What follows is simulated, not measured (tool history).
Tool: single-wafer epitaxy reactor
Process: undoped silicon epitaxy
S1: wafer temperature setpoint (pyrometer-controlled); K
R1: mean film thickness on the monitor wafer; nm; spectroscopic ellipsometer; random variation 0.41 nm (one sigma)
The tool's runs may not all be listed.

Run 1, hour 0: S1 928.15 K, deposition time (s) 441. Result: R1 80.804 nm.
Run 2, hour 2.4: S1 928.15 K, deposition time (s) 388. Result: R1 70.977 nm.
Run 3, hour 5.4: S1 931.15 K, deposition time (s) 389. Result: R1 75.746 nm.
Run 4, hour 7.9: S1 938.15 K, deposition time (s) 389. Result: R1 87.296 nm.
Run 5, hour 9.7: S1 927.15 K, deposition time (s) 389. Result: R1 70.002 nm.
Run 6, hour 14.6: S1 934.15 K, deposition time (s) 389. Result: R1 81.719 nm.
Run 7, hour 20.3: S1 935.15 K, deposition time (s) 389. Result: R1 82.611 nm.
Run 8, hour 27.2: S1 936.15 K, deposition time (s) 389. Result: R1 84.615 nm.

The next listed run, before its measurement:
Run 9, hour 31.6: S1 937.15 K, deposition time (s) 389. Result: R1 ?.

R1: 86.244 nm
